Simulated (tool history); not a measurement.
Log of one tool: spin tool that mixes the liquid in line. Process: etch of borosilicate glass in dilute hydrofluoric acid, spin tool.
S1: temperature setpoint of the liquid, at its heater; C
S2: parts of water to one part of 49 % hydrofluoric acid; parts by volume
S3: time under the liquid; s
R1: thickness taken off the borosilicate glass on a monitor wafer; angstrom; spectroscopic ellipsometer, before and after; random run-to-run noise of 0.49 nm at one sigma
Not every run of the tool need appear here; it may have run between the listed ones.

run,day,S1,S2,S3,R1
1,0,21,110,295,605.26
2,0.35,23.5,105,295,707.02
3,0.596,23.5,105,315,761.51
4,0.825,25,100,315,844.17
5,1.092,25,100,315,843.58
6,1.433,25,130,315,623.23

For run 7, what comes out?
7,1.508,29,85,315,?

R1: 1172.3 angstrom
